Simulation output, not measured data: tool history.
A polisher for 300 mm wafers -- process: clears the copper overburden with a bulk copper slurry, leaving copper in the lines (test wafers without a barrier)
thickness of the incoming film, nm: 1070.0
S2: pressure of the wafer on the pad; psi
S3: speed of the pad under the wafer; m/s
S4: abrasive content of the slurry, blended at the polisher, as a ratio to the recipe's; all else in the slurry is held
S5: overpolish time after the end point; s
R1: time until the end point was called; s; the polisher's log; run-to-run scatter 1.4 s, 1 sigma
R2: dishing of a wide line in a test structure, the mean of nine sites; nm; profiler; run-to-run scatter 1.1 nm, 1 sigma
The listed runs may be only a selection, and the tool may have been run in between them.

Run 1, day 0: flow of slurry (ml/min) 205, S2 2.4 psi, S3 1.06 m/s, S4 1, S5 26 s. Result: R1 143.16 s, R2 49.994 nm.
Run 2, day 0.112: flow of slurry (ml/min) 205, S2 2.4 psi, S3 0.88 m/s, S4 1, S5 26 s. Result: R1 175.53 s, R2 47.145 nm.
Run 3, day 0.267: flow of slurry (ml/min) 205, S2 2.4 psi, S3 0.98 m/s, S4 1, S5 26 s. Result: R1 158.82 s, R2 50.182 nm.
Run 4, day 0.638: flow of slurry (ml/min) 205, S2 2.4 psi, S3 0.98 m/s, S4 1, S5 33 s. Result: R1 157.25 s, R2 51.038 nm.
Run 5, day 0.996: flow of slurry (ml/min) 205, S2 2.4 psi, S3 0.98 m/s, S4 0.85, S5 33 s. Result: R1 167.24 s, R2 52.675 nm.
Run 6, day 1.071: flow of slurry (ml/min) 205, S2 2.1 psi, S3 0.98 m/s, S4 0.85, S5 33 s. Result: R1 191.64 s, R2 50.163 nm.
Run 7, day 1.35: flow of slurry (ml/min) 205, S2 2.3 psi, S3 0.98 m/s, S4 0.85, S5 32 s. Result: R1 172.79 s, R2 51.69 nm.
Run 8, day 1.429: flow of slurry (ml/min) 205, S2 2.4 psi, S3 0.98 m/s, S4 0.85, S5 31 s. Result: R1 165.11 s, R2 52.586 nm.

Estimate the outcome of run 9 from the log above:
Run 9, day 1.804: flow of slurry (ml/min) 205, S2 2.5 psi, S3 0.98 m/s, S4 0.9, S5 30 s. Result: R1 ?, R2 ?.

R1: 160.11 s
R2: 53.264 nm

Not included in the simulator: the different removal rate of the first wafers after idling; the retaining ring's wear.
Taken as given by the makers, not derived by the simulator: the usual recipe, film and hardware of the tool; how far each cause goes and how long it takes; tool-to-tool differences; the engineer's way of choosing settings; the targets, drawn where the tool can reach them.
